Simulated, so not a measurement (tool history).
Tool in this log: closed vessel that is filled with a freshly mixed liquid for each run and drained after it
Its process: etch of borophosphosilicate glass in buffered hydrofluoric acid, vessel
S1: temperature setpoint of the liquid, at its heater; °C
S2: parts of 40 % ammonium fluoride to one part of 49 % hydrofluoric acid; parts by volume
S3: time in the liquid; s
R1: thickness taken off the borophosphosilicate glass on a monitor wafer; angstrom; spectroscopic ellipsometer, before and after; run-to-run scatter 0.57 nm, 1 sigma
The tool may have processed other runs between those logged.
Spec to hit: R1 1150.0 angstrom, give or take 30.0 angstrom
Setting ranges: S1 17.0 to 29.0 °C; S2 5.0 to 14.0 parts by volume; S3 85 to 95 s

run 1 day=0.000 | S1=21.0 S2=8.5 S3=85 | R1=1632.4
run 2 day=0.183 | S1=19.5 S2=9.0 S3=85 | R1=1408.2
run 3 day=0.458 | S1=18.5 S2=9.0 S3=85 | R1=1337.4
run 4 day=0.542 | S1=20.5 S2=9.0 S3=85 | R1=1498.5
run 5 day=0.700 | S1=19.5 S2=9.0 S3=85 | R1=1420.1
run 6 day=1.033 | S1=18.5 S2=9.0 S3=85 | R1=1340.3
run 7 day=1.408 | S1=18.5 S2=9.0 S3=85 | R1=1337.6
run 8 day=1.625 | S1=18.0 S2=9.0 S3=85 | R1=1302.8
run 9 day=1.912 | S1=17.5 S2=9.0 S3=85 | R1=1252.2
run 10 day=2.092 | S1=17.0 S2=9.5 S3=85 | R1=1200.8

Exercise: of the 4 proposed moves below, exactly one satisfies all targets within the stated allowed misses. Which move is it?
run A day=2.271 | S1=19.5 S2=11.0 S3=85 | R1=?
run B day=2.271 | S1=17.0 S2=9.0 S3=85 | R1=?
run C day=2.271 | S1=17.0 S2=10.5 S3=90 | R1=?
run D day=2.271 | S1=17.0 S2=10.0 S3=90 | R1=?

move=A R1=1206.0
move=B R1=1232.3
move=C R1=1162.4
move=D R1=1219.6
A: misses by more than the last run did
B: misses by more than the last run did
C: all results in spec
D: misses by more than the last run did
Answer: C
